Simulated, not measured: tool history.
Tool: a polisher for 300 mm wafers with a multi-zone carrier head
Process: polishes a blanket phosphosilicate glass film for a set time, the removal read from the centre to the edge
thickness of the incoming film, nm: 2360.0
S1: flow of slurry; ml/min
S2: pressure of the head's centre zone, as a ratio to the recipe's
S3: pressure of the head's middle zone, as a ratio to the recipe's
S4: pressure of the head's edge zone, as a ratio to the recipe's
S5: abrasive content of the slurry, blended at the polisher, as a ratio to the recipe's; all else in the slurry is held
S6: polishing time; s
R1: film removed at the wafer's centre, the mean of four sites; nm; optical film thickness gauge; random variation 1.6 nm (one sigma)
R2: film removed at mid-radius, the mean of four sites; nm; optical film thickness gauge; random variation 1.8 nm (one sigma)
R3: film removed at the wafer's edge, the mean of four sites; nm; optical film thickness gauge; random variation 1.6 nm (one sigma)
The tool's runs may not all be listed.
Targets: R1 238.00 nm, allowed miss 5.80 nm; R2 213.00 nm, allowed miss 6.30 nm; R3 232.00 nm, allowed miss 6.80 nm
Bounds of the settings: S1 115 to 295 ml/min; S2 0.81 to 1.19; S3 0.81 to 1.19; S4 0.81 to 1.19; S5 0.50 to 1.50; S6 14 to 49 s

{"run": 1, "day": 0.0, "S1": 190, "S2": 1.0, "S3": 1.0, "S4": 1.0, "S5": 1.0, "S6": 31, "R1": 313.09, "R2": 319.08, "R3": 322.49}
{"run": 2, "day": 0.367, "S1": 190, "S2": 1.09, "S3": 1.0, "S4": 1.0, "S5": 1.0, "S6": 31, "R1": 342.79, "R2": 322.49, "R3": 317.67}
{"run": 3, "day": 0.454, "S1": 190, "S2": 1.09, "S3": 1.0, "S4": 1.0, "S5": 1.0, "S6": 26, "R1": 288.21, "R2": 267.16, "R3": 266.96}
{"run": 4, "day": 0.533, "S1": 190, "S2": 1.01, "S3": 1.0, "S4": 1.0, "S5": 1.0, "S6": 26, "R1": 265.63, "R2": 269.74, "R3": 270.56}
{"run": 5, "day": 0.733, "S1": 190, "S2": 1.01, "S3": 1.0, "S4": 0.93, "S5": 1.0, "S6": 26, "R1": 270.49, "R2": 263.07, "R3": 258.2}
{"run": 6, "day": 1.017, "S1": 190, "S2": 1.01, "S3": 1.0, "S4": 0.93, "S5": 1.0, "S6": 30, "R1": 309.65, "R2": 307.12, "R3": 297.69}
{"run": 7, "day": 1.375, "S1": 185, "S2": 1.0, "S3": 0.97, "S4": 0.91, "S5": 0.95, "S6": 30, "R1": 298.16, "R2": 293.76, "R3": 288.54}
{"run": 8, "day": 1.688, "S1": 185, "S2": 1.01, "S3": 0.94, "S4": 0.91, "S5": 0.85, "S6": 30, "R1": 289.53, "R2": 276.06, "R3": 277.99}

Which of these 5 next moves meets every target?
{"run": "A", "day": 2.0, "S1": 150, "S2": 0.97, "S3": 0.89, "S4": 0.95, "S5": 0.8, "S6": 27, "R1": "?", "R2": "?", "R3": "?"}
{"run": "B", "day": 2.0, "S1": 185, "S2": 1.0, "S3": 1.01, "S4": 0.82, "S5": 0.8, "S6": 37, "R1": "?", "R2": "?", "R3": "?"}
{"run": "C", "day": 2.0, "S1": 180, "S2": 1.0, "S3": 0.92, "S4": 0.82, "S5": 0.95, "S6": 24, "R1": "?", "R2": "?", "R3": "?"}
{"run": "D", "day": 2.0, "S1": 265, "S2": 1.03, "S3": 0.89, "S4": 0.99, "S5": 0.8, "S6": 24, "R1": "?", "R2": "?", "R3": "?"}
{"run": "E", "day": 2.0, "S1": 155, "S2": 1.11, "S3": 0.81, "S4": 0.96, "S5": 1.0, "S6": 23, "R1": "?", "R2": "?", "R3": "?"}

move=A R1=235.81 R2=226.67 R3=244.77
move=B R1=342.21 R2=350.31 R3=318.56
move=C R1=236.15 R2=225.14 R3=220.45
move=D R1=237.74 R2=213.51 R3=231.69
move=E R1=251.40 R2=196.45 R3=228.94
A: nearer than the last run, and not there yet
B: further off than the last run
C: nearer than the last run, and not there yet
D: meets every target
E: takes the result that was furthest off past its target
Answer: D
